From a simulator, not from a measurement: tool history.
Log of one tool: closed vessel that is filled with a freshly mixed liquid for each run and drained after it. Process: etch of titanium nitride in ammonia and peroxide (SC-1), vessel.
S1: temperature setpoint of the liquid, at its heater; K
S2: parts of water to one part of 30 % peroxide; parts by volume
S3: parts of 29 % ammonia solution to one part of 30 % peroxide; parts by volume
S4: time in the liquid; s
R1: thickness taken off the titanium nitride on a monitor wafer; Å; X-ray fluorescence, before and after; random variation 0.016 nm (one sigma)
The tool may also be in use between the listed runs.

run,hour,S1,S2,S3,S4,R1
1,0.0,325.15,10.5,0.9,90,73.788
2,0.9,325.15,10.5,0.9,95,78.603
3,9.8,319.65,10.5,0.9,95,53.017
4,11.2,319.65,10.5,0.9,90,50.620
5,17.6,318.15,10.5,0.9,90,45.047
6,18.7,317.15,10.5,0.9,90,41.782
7,21.8,316.15,10.5,0.9,90,39.341

The next listed run, before its measurement:
8,29.7,311.15,10.5,0.9,90,?

{"run 8": {"R1": 27.267}}
